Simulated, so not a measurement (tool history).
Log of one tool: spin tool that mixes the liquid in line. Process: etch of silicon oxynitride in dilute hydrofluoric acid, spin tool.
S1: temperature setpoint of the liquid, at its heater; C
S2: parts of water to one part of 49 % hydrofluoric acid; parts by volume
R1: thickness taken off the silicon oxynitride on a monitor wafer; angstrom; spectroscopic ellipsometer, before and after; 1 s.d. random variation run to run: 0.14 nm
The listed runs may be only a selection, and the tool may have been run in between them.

run 1 hour=0 | S1=23 S2=190 time_under_the_liquid_(s)=305 | R1=29.635
run 2 hour=3.7 | S1=23 S2=125 time_under_the_liquid_(s)=305 | R1=48.481
run 3 hour=11.8 | S1=23 S2=60 time_under_the_liquid_(s)=305 | R1=106.63
run 4 hour=18 | S1=26 S2=60 time_under_the_liquid_(s)=305 | R1=120.72
run 5 hour=23 | S1=26 S2=60 time_under_the_liquid_(s)=305 | R1=121.57
run 6 hour=29.3 | S1=25.5 S2=60 time_under_the_liquid_(s)=305 | R1=117.75
run 7 hour=31.4 | S1=25 S2=60 time_under_the_liquid_(s)=305 | R1=117.34

Predict the results of run 8:
run 8 hour=33.1 | S1=24.5 S2=60 time_under_the_liquid_(s)=305 | R1=?

R1: 112.76 angstrom
